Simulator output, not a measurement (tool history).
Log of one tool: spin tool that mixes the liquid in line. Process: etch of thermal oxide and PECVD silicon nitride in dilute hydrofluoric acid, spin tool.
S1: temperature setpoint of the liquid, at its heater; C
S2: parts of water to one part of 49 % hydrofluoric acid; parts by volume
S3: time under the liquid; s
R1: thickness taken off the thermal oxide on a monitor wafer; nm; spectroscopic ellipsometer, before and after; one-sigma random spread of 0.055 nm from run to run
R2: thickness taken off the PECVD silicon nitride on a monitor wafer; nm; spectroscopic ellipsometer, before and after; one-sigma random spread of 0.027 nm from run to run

Run 1, day 0.000: S1 25.0 C, S2 235 parts by volume, S3 180 s. Result: R1 3.0987 nm, R2 1.6021 nm.
Run 2, day 0.329: S1 25.0 C, S2 225 parts by volume, S3 175 s. Result: R1 3.1927 nm, R2 1.6304 nm.
Run 3, day 0.367: S1 25.0 C, S2 215 parts by volume, S3 175 s. Result: R1 3.4009 nm, R2 1.7270 nm.
Run 4, day 0.454: S1 25.0 C, S2 215 parts by volume, S3 220 s. Result: R1 4.3055 nm, R2 2.1686 nm.
Run 5, day 0.704: S1 25.0 C, S2 145 parts by volume, S3 220 s. Result: R1 6.7835 nm, R2 3.2616 nm.
Run 6, day 1.067: S1 25.0 C, S2 70 parts by volume, S3 220 s. Result: R1 15.3620 nm, R2 6.7831 nm.
Run 7, day 1.321: S1 24.5 C, S2 85 parts by volume, S3 220 s. Result: R1 12.4120 nm, R2 5.4013 nm.
Run 8, day 1.650: S1 24.0 C, S2 95 parts by volume, S3 220 s. Result: R1 10.6140 nm, R2 4.5457 nm.
Run 9, day 1.708: S1 24.0 C, S2 105 parts by volume, S3 225 s. Result: R1 9.6157 nm, R2 4.2762 nm.
Run 10, day 1.912: S1 23.5 C, S2 110 parts by volume, S3 230 s. Result: R1 9.4061 nm, R2 4.0061 nm.
Run 11, day 2.254: S1 23.5 C, S2 120 parts by volume, S3 230 s. Result: R1 8.1644 nm, R2 3.6426 nm.
Run 12, day 2.288: S1 19.5 C, S2 210 parts by volume, S3 240 s. Result: R1 3.9567 nm, R2 1.7401 nm.

What does the tool deliver on the next run?
Run 13, day 2.375: S1 20.0 C, S2 200 parts by volume, S3 235 s. Result: R1 ?, R2 ?.

Run 13 came out at R1 4.1311 nm, R2 1.7665 nm.

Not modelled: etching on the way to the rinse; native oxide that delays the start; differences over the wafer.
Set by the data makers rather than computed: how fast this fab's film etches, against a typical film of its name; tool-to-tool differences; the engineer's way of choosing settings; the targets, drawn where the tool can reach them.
